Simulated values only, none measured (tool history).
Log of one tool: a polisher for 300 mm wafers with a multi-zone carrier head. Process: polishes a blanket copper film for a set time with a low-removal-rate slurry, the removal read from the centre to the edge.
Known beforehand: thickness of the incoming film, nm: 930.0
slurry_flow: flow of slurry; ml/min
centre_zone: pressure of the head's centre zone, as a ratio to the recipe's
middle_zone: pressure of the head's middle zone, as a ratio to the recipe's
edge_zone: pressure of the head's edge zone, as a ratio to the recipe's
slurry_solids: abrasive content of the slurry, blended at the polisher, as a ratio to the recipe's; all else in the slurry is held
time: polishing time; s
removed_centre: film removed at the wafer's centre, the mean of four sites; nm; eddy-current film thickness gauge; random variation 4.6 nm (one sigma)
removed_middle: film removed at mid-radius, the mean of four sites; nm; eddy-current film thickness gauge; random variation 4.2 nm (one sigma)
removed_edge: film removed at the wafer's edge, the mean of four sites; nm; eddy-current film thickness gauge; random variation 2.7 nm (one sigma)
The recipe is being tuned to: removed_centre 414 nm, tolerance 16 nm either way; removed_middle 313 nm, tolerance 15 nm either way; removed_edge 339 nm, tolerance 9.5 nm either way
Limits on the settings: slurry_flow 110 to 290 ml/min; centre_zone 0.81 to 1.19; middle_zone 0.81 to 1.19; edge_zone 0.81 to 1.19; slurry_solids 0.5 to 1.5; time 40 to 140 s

Run 1, hour 0: slurry_flow 185 ml/min, centre_zone 1, middle_zone 1, edge_zone 1, slurry_solids 1, time 90 s. Result: removed_centre 254.88 nm, removed_middle 248.2 nm, removed_edge 253.29 nm.
Run 2, hour 5: slurry_flow 200 ml/min, centre_zone 1.05, middle_zone 0.99, edge_zone 1.02, slurry_solids 1.15, time 93 s. Result: removed_centre 295.6 nm, removed_middle 269.95 nm, removed_edge 274.61 nm.
Run 3, hour 12.7: slurry_flow 200 ml/min, centre_zone 1.05, middle_zone 0.99, edge_zone 1.02, slurry_solids 1.35, time 93 s. Result: removed_centre 310.17 nm, removed_middle 283.83 nm, removed_edge 285.49 nm.
Run 4, hour 13.4: slurry_flow 200 ml/min, centre_zone 0.98, middle_zone 0.99, edge_zone 1.02, slurry_solids 1.35, time 93 s. Result: removed_centre 285.16 nm, removed_middle 284.74 nm, removed_edge 283.73 nm.
Run 5, hour 22.1: slurry_flow 210 ml/min, centre_zone 1.03, middle_zone 0.98, edge_zone 1.05, slurry_solids 1.4, time 94 s. Result: removed_centre 317.73 nm, removed_middle 290.46 nm, removed_edge 298.87 nm.
Run 6, hour 28.7: slurry_flow 210 ml/min, centre_zone 1.03, middle_zone 0.98, edge_zone 1.01, slurry_solids 1.4, time 94 s. Result: removed_centre 314.3 nm, removed_middle 289.56 nm, removed_edge 295.27 nm.
Run 7, hour 33.7: slurry_flow 225 ml/min, centre_zone 1.06, middle_zone 0.97, edge_zone 1.03, slurry_solids 1.45, time 95 s. Result: removed_centre 331.08 nm, removed_middle 295.25 nm, removed_edge 301.66 nm.
Run 8, hour 40.9: slurry_flow 225 ml/min, centre_zone 1.09, middle_zone 0.97, edge_zone 1.05, slurry_solids 1.45, time 97 s. Result: removed_centre 343.87 nm, removed_middle 299.47 nm, removed_edge 313.58 nm.
Run 9, hour 45.9: slurry_flow 230 ml/min, centre_zone 1.12, middle_zone 0.96, edge_zone 1.03, slurry_solids 1.45, time 99 s. Result: removed_centre 362.55 nm, removed_middle 311.56 nm, removed_edge 321.61 nm.
Run 10, hour 47.4: slurry_flow 275 ml/min, centre_zone 1.19, middle_zone 0.86, edge_zone 0.99, slurry_solids 1.5, time 101 s. Result: removed_centre 402.97 nm, removed_middle 297.49 nm, removed_edge 328.88 nm.
Run 11, hour 54.4: slurry_flow 275 ml/min, centre_zone 1.19, middle_zone 0.87, edge_zone 0.99, slurry_solids 1.5, time 101 s. Result: removed_centre 407.18 nm, removed_middle 296.53 nm, removed_edge 325.9 nm.

Consider the 4 candidate settings below. Which is the only one whose results all fall within their allowed miss of target?
Run A, hour 61.4: slurry_flow 250 ml/min, centre_zone 1.18, middle_zone 0.9, edge_zone 1.01, slurry_solids 1.2, time 112 s. Result: removed_centre ?, removed_middle ?, removed_edge ?.
Run B, hour 61.4: slurry_flow 290 ml/min, centre_zone 1.19, middle_zone 0.93, edge_zone 0.95, slurry_solids 1.45, time 101 s. Result: removed_centre ?, removed_middle ?, removed_edge ?.
Run C, hour 61.4: slurry_flow 280 ml/min, centre_zone 1.18, middle_zone 0.92, edge_zone 0.98, slurry_solids 1.5, time 100 s. Result: removed_centre ?, removed_middle ?, removed_edge ?.
Run D, hour 61.4: slurry_flow 275 ml/min, centre_zone 1.19, middle_zone 0.92, edge_zone 0.86, slurry_solids 1.45, time 106 s. Result: removed_centre ?, removed_middle ?, removed_edge ?.

move  removed_centre  removed_middle  removed_edge
   A          416.05          307.59        339.21
   B          407.14          306.18         317.8
   C          402.19          302.43        321.76
   D          424.87          316.88        317.43
A: all results in spec
B: the biggest miss grows against the last run
C: the biggest miss grows against the last run
D: the biggest miss grows against the last run
A is the move that brings every result within its allowed miss.

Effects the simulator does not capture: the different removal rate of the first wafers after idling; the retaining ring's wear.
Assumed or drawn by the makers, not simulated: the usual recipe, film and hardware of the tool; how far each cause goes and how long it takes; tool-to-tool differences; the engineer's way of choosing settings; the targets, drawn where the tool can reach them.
